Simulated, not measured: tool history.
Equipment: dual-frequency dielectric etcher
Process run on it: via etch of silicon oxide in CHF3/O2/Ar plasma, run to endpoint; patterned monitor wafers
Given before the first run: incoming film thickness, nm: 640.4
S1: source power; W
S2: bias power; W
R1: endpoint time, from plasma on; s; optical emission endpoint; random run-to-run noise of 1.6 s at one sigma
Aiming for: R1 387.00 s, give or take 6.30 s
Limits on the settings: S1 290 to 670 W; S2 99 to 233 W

run	day	S1	S2	R1
1	0.000	480	166	332.28
2	0.375	440	164	343.61
3	0.696	440	136	364.83
4	1.004	430	135	369.05
5	1.154	500	135	351.52
6	1.333	500	124	359.35
7	1.558	480	123	366.68
8	1.729	470	122	368.81
9	1.771	460	121	372.67
10	2.004	450	120	376.60

Consider the 5 candidate settings below. Which is the only one whose results all fall within their allowed miss of target?
A	2.238	500	123	?
B	2.238	520	130	?
C	2.238	510	111	?
D	2.238	460	126	?
E	2.238	450	112	?

move	R1
A	361.74
B	350.67
C	370.62
D	369.74
E	386.38
A: lands further from the targets than the last run did
B: lands further from the targets than the last run did
C: lands further from the targets than the last run did
D: lands further from the targets than the last run did
E: meets every target
Correct choice: E, which meets every target
